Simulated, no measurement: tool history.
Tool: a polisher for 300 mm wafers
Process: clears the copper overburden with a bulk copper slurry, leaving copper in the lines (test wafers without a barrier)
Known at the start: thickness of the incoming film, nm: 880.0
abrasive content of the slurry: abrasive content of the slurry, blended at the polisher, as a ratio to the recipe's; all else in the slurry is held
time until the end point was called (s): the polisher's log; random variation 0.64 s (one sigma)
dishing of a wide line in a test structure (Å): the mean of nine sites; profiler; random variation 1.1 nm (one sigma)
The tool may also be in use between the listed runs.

run	hour	flow of slurry (ml/min)	pressure of the wafer on the pad (kPa)	speed of the pad under the wafer (m/s)	abrasive content of the slurry	overpolish time after the end point (s)	time until the end point was called (s)	dishing of a wide line in a test structure (Å)
1	0	125	22.8	1.26	1	9	72.097	550.24
2	2.7	125	23.4	1.26	1	9	71.367	554.26
3	5	125	24.1	1.26	1	9	70.264	576.35
4	7.7	125	24.1	1.04	1	9	83.487	502.56
5	8.5	125	24.1	1.04	1	12	83.036	614.35
6	17.1	130	25.5	1.04	1	12	77.353	632.82
7	20.4	140	32.4	1.06	1	14	65.559	789.99

Forecast run 8:
8	28.9	140	33.1	1.08	1	14	?	?

Run 8 gave time until the end point was called (s) 62.422, dishing of a wide line in a test structure (Å) 793.05.

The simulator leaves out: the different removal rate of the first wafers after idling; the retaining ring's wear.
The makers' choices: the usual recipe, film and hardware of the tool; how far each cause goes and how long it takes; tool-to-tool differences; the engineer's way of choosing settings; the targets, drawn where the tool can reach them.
